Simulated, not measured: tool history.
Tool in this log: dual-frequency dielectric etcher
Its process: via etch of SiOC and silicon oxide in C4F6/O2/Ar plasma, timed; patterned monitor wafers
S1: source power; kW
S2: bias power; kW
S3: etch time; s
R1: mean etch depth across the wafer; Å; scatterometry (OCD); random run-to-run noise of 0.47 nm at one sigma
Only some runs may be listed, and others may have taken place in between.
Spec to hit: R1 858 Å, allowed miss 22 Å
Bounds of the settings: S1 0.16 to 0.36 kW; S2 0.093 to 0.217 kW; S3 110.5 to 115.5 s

run,hour,S1,S2,S3,R1
1,0,0.26,0.155,110.5,1127.7
2,8.6,0.23,0.138,110.5,1031
3,11.7,0.21,0.129,110.5,957.55
4,17.1,0.21,0.129,115.5,988.01
5,19.1,0.23,0.129,115.5,1044.2
6,20.6,0.21,0.122,115,969.77
7,26.6,0.2,0.119,115,942.65
8,28.8,0.19,0.117,115,893.94

Next run, 5 choices. One meets every target within its allowed miss, the rest don't. Which?
A,31,0.17,0.106,114.5,?
B,31,0.16,0.129,110.5,?
C,31,0.18,0.118,111.5,?
D,31,0.16,0.118,114,?
E,31,0.16,0.127,111.5,?

move,R1
A,825.67
B,812.44
C,862.25
D,813.27
E,815.44
A: takes the result that was furthest off past its target
B: takes the result that was furthest off past its target
C: meets every target
D: takes the result that was furthest off past its target
E: takes the result that was furthest off past its target
The right move is C.
